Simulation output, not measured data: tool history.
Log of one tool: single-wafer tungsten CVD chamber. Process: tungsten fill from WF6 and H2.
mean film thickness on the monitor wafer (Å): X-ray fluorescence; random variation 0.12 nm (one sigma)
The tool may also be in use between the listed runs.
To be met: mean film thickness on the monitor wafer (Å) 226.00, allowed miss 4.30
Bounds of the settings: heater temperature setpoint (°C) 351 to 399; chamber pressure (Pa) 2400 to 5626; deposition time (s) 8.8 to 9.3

run	hour	heater temperature setpoint (°C)	chamber pressure (Pa)	deposition time (s)	mean film thickness on the monitor wafer (Å)
1	0.0	375	4013	9.3	183.53
2	1.1	369	4013	9.3	161.93
3	9.3	369	4013	9.3	161.90
4	17.8	369	4013	8.8	154.02
5	24.0	369	4013	9.3	162.24
6	27.3	369	4293	9.3	165.55
7	30.0	370	4293	9.3	170.50
8	31.6	371	4293	9.3	174.73
9	39.9	383	4333	9.3	217.34
10	47.5	384	4333	9.3	221.69

Which of these 5 next moves meets every target?
A	55.1	388	3853	9.3	?
B	55.1	384	4573	8.8	?
C	55.1	385	4413	8.8	?
D	55.1	388	4266	9.3	?
E	55.1	388	4306	9.3	?

move	mean film thickness on the monitor wafer (Å)
A	225.73
B	213.50
C	214.16
D	235.57
E	236.49
A: meets every target
B: further off than the last run
C: further off than the last run
D: takes the result that was furthest off past its target
E: takes the result that was furthest off past its target
Move A is the one to make.

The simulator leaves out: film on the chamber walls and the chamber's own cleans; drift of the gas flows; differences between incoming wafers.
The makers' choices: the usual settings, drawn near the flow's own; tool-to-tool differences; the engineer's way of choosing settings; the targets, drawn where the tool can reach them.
